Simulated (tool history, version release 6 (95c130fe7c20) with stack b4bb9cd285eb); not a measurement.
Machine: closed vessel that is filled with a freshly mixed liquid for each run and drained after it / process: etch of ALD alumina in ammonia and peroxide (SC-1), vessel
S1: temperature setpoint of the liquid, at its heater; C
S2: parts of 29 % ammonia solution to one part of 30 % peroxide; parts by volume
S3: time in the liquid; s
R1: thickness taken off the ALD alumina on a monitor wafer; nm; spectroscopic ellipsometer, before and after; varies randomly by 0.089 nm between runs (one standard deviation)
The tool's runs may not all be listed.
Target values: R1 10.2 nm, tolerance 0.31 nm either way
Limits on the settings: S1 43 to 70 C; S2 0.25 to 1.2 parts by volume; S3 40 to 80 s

| run | hour | S1 | S2 | S3 | R1 |
|---|---|---|---|---|---|
| 1 | 0 | 59 | 0.95 | 80 | 7.7434 |
| 2 | 9.1 | 60.5 | 0.95 | 80 | 8.2926 |
| 3 | 15 | 61.5 | 0.95 | 80 | 8.6327 |
| 4 | 19.1 | 61.5 | 1.2 | 80 | 8.9361 |
| 5 | 25.2 | 59 | 1.2 | 80 | 7.9117 |
| 6 | 26.4 | 60.5 | 1.2 | 80 | 8.5492 |
| 7 | 34.3 | 61.5 | 1.2 | 80 | 8.857 |
| 8 | 39.5 | 62.5 | 1.2 | 80 | 9.3681 |
| 9 | 46.6 | 63 | 1.2 | 80 | 9.8196 |
| 10 | 50.6 | 63 | 1.2 | 80 | 9.6266 |

Below are 4 possible settings for the next run. Only one of them brings all results inside the allowed miss of their targets. Which is it?
| A | 54.6 | 65.5 | 1.2 | 80 | ? |
| B | 54.6 | 65 | 1.2 | 80 | ? |
| C | 54.6 | 66 | 1.2 | 65 | ? |
| D | 54.6 | 64 | 1.2 | 80 | ? |

| move | R1 |
|---|---|
| A | 11.004 |
| B | 10.735 |
| C | 9.1643 |
| D | 10.214 |
A: the result that was furthest off in the last run now lies on the other side of its target
B: the result that was furthest off in the last run now lies on the other side of its target
C: lands further from the targets than the last run did
D: every result lands within tolerance
Correct choice: D, which meets every target
